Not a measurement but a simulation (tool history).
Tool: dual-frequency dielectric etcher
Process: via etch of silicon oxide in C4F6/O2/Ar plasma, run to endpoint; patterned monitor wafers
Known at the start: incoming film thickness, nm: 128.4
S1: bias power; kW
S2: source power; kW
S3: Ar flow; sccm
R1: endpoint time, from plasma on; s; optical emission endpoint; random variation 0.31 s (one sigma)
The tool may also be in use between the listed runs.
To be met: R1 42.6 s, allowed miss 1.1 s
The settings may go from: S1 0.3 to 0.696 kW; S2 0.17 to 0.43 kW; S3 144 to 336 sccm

run,hour,S1,S2,S3,R1
1,0,0.498,0.3,240,32.807
2,1.1,0.498,0.28,240,33.242
3,8,0.498,0.24,240,34.57
4,12.6,0.563,0.24,240,32.631
5,21.4,0.563,0.21,240,33.405
6,24.8,0.634,0.21,240,32.411
7,33.4,0.589,0.2,253,33.86
8,36.7,0.557,0.2,260,34.856
9,44.9,0.531,0.2,265,35.469
10,46.7,0.506,0.2,270,36.016
11,50.7,0.482,0.2,275,37.558
12,54.6,0.467,0.2,276,38.352
13,56.8,0.455,0.2,276,38.795
14,59.2,0.444,0.2,276,39.166
15,62.5,0.435,0.2,276,39.483
16,66.9,0.426,0.2,276,39.361
17,71.7,0.331,0.18,280,45.94
18,79.1,0.339,0.18,280,45.371
19,88,0.345,0.18,280,44.297
20,92.8,0.349,0.18,280,44.68
21,98.8,0.354,0.18,280,44.163
22,104.6,0.358,0.18,280,44.31
23,109.9,0.404,0.19,278,40.771

Which of these 4 next moves meets every target?
A,115.2,0.469,0.18,291,?
B,115.2,0.366,0.19,275,?
C,115.2,0.448,0.21,298,?
D,115.2,0.376,0.25,289,?

move,R1
A,38.974
B,42.79
C,38.193
D,39.181
A: further off than the last run
B: meets every target
C: further off than the last run
D: further off than the last run
Answer: B

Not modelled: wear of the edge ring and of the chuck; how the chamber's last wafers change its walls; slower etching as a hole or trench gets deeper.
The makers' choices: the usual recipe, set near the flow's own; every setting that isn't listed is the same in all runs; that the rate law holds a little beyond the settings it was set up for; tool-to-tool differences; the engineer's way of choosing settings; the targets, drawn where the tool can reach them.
